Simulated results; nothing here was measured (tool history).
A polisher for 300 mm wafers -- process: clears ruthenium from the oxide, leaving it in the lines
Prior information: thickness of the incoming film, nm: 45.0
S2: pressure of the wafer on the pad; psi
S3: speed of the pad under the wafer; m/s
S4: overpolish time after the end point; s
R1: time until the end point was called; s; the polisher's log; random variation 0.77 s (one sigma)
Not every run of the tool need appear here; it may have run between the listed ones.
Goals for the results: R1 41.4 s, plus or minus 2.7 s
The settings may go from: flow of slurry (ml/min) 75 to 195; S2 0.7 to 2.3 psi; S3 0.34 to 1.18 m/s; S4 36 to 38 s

{"run": 1, "hour": 0.0, "flow of slurry (ml/min)": 125, "S2": 1.5, "S3": 0.76, "S4": 36, "R1": 63.578}
{"run": 2, "hour": 7.4, "flow of slurry (ml/min)": 100, "S2": 1.5, "S3": 0.76, "S4": 36, "R1": 64.192}
{"run": 3, "hour": 15.4, "flow of slurry (ml/min)": 100, "S2": 1.5, "S3": 0.94, "S4": 36, "R1": 54.224}
{"run": 4, "hour": 17.0, "flow of slurry (ml/min)": 100, "S2": 1.7, "S3": 0.96, "S4": 36, "R1": 45.421}
{"hour": 22.1, "done": "head pressure recalibrated"}
{"run": 5, "hour": 22.1, "flow of slurry (ml/min)": 85, "S2": 1.7, "S3": 0.96, "S4": 36, "R1": 55.269}
{"run": 6, "hour": 22.9, "flow of slurry (ml/min)": 85, "S2": 1.7, "S3": 0.96, "S4": 38, "R1": 54.169}
{"run": 7, "hour": 27.7, "flow of slurry (ml/min)": 90, "S2": 1.7, "S3": 0.96, "S4": 38, "R1": 53.653}
{"run": 8, "hour": 29.0, "flow of slurry (ml/min)": 95, "S2": 1.7, "S3": 0.96, "S4": 38, "R1": 54.47}
{"run": 9, "hour": 31.8, "flow of slurry (ml/min)": 95, "S2": 1.7, "S3": 0.96, "S4": 38, "R1": 52.598}
{"run": 10, "hour": 40.0, "flow of slurry (ml/min)": 100, "S2": 1.7, "S3": 0.96, "S4": 38, "R1": 51.391}
{"run": 11, "hour": 42.3, "flow of slurry (ml/min)": 100, "S2": 1.7, "S3": 0.96, "S4": 38, "R1": 50.772}
{"run": 12, "hour": 50.6, "flow of slurry (ml/min)": 105, "S2": 1.7, "S3": 0.96, "S4": 38, "R1": 53.501}
{"run": 13, "hour": 53.9, "flow of slurry (ml/min)": 105, "S2": 1.7, "S3": 0.98, "S4": 38, "R1": 49.793}

Of the 5 settings listed for the next run, only one would bring every result within its allowed miss of target. Which one?
{"run": "A", "hour": 57.2, "flow of slurry (ml/min)": 85, "S2": 1.8, "S3": 1.16, "S4": 36, "R1": "?"}
{"run": "B", "hour": 57.2, "flow of slurry (ml/min)": 125, "S2": 1.9, "S3": 0.94, "S4": 38, "R1": "?"}
{"run": "C", "hour": 57.2, "flow of slurry (ml/min)": 115, "S2": 2.1, "S3": 0.84, "S4": 38, "R1": "?"}
{"run": "D", "hour": 57.2, "flow of slurry (ml/min)": 115, "S2": 2, "S3": 1.18, "S4": 36, "R1": "?"}
{"run": "E", "hour": 57.2, "flow of slurry (ml/min)": 115, "S2": 1.8, "S3": 0.96, "S4": 38, "R1": "?"}

move=A R1=43.448
move=B R1=46.323
move=C R1=47.673
move=D R1=35.876
move=E R1=48.657
A: every result lands within tolerance
B: nearer the targets than the last run, but a result is still out of spec
C: nearer the targets than the last run, but a result is still out of spec
D: pushes the last run's worst result past its target
E: nearer the targets than the last run, but a result is still out of spec
Move A is the one to make.
